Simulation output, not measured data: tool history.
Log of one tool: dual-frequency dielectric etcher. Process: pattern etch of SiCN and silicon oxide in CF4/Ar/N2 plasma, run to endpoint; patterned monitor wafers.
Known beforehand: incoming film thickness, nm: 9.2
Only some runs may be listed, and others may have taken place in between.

run,day,source power (W),bias power (W),Ar flow (sccm),CF4 flow (sccm),endpoint time (s)
1,0.000,530,69,98,62,9.4118
2,0.317,530,69,107,62,9.5720
3,0.492,530,69,107,73,9.3734
4,0.788,530,58,107,73,9.5936
5,1.029,470,58,107,73,10.4070
6,1.104,400,58,107,73,11.7340
7,1.183,440,59,106,73,10.9630
8,1.296,480,60,105,73,10.1100
9,1.504,510,61,104,73,9.6042

Run 10 comes next. What will it give?
10,1.625,530,61,103,73,?

endpoint time (s): 9.4481
